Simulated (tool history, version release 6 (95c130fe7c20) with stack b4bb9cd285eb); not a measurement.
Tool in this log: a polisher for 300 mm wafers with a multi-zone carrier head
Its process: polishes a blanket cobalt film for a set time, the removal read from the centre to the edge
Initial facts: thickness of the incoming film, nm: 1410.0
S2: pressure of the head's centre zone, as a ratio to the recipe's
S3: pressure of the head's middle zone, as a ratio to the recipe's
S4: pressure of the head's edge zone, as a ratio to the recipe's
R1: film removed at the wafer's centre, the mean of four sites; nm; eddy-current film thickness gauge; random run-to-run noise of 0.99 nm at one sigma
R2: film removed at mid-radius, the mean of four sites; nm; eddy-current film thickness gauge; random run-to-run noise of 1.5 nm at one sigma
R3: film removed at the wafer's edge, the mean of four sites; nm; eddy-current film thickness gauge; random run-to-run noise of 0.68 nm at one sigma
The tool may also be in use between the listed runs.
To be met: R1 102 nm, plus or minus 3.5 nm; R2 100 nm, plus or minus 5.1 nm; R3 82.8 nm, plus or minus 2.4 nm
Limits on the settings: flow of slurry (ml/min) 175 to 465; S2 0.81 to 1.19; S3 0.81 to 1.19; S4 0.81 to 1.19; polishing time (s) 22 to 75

Run 1, hour 0: flow of slurry (ml/min) 295, S2 1, S3 1, S4 1, polishing time (s) 48. Result: R1 132.27 nm, R2 134.21 nm, R3 133.18 nm.
Run 2, hour 1.1: flow of slurry (ml/min) 295, S2 1, S3 1, S4 1.07, polishing time (s) 48. Result: R1 135.31 nm, R2 132.93 nm, R3 136.91 nm.
Run 3, hour 8.9: flow of slurry (ml/min) 295, S2 0.96, S3 1, S4 1.07, polishing time (s) 48. Result: R1 128.54 nm, R2 133.02 nm, R3 134.64 nm.
Run 4, hour 13.5: flow of slurry (ml/min) 315, S2 1.02, S3 1.05, S4 1.02, polishing time (s) 42. Result: R1 120.92 nm, R2 121.37 nm, R3 116.87 nm.
Run 5, hour 14.9: flow of slurry (ml/min) 325, S2 1.05, S3 1.09, S4 0.99, polishing time (s) 38. Result: R1 112.64 nm, R2 109.99 nm, R3 103.77 nm.
Run 6, hour 15.7: flow of slurry (ml/min) 325, S2 1.05, S3 1.16, S4 0.99, polishing time (s) 38. Result: R1 112.36 nm, R2 121.22 nm, R3 103.61 nm.
Run 7, hour 16.8: flow of slurry (ml/min) 325, S2 1.07, S3 1.16, S4 0.96, polishing time (s) 36. Result: R1 106.58 nm, R2 114.77 nm, R3 97.591 nm.
Run 8, hour 21.6: flow of slurry (ml/min) 330, S2 1.1, S3 1.16, S4 0.93, polishing time (s) 35. Result: R1 107.29 nm, R2 109.78 nm, R3 93.888 nm.
Run 9, hour 28.2: flow of slurry (ml/min) 330, S2 1.11, S3 1.16, S4 0.9, polishing time (s) 34. Result: R1 107.82 nm, R2 105.77 nm, R3 89.941 nm.
Run 10, hour 31.7: flow of slurry (ml/min) 295, S2 1.07, S3 1.16, S4 0.81, polishing time (s) 32. Result: R1 96.29 nm, R2 101.76 nm, R3 79.689 nm.
Run 11, hour 38.8: flow of slurry (ml/min) 300, S2 1.08, S3 1.16, S4 0.82, polishing time (s) 32. Result: R1 95.618 nm, R2 101.76 nm, R3 79.53 nm.
Run 12, hour 42.7: flow of slurry (ml/min) 310, S2 1.09, S3 1.16, S4 0.83, polishing time (s) 32. Result: R1 98.15 nm, R2 99.966 nm, R3 79.969 nm.
Run 13, hour 51.4: flow of slurry (ml/min) 330, S2 1.1, S3 1.16, S4 0.88, polishing time (s) 33. Result: R1 102.72 nm, R2 103.62 nm, R3 86.637 nm.

5 candidate next runs follow, results not yet known. Just one meets every target within its allowed miss. Identify it.
Run A, hour 60.1: flow of slurry (ml/min) 300, S2 1.11, S3 1.12, S4 0.82, polishing time (s) 30. Result: R1 ?, R2 ?, R3 ?.
Run B, hour 60.1: flow of slurry (ml/min) 265, S2 1.16, S3 0.96, S4 0.93, polishing time (s) 34. Result: R1 ?, R2 ?, R3 ?.
Run C, hour 60.1: flow of slurry (ml/min) 250, S2 1.12, S3 1.13, S4 0.83, polishing time (s) 33. Result: R1 ?, R2 ?, R3 ?.
Run D, hour 60.1: flow of slurry (ml/min) 310, S2 1.11, S3 1.1, S4 0.97, polishing time (s) 33. Result: R1 ?, R2 ?, R3 ?.
Run E, hour 60.1: flow of slurry (ml/min) 360, S2 1.08, S3 1.08, S4 0.9, polishing time (s) 34. Result: R1 ?, R2 ?, R3 ?.

move      R1      R2      R3
   A  92.588  92.165  75.477
   B  107.94   90.46   89.88
   C  100.62  100.23  82.259
   D  102.18  100.11  89.885
   E  103.94  102.89  90.345
A: pushes the last run's worst result past its target
B: lands further from the targets than the last run did
C: every result within its allowed miss
D: lands further from the targets than the last run did
E: lands further from the targets than the last run did
C is the move that brings every result within its allowed miss.
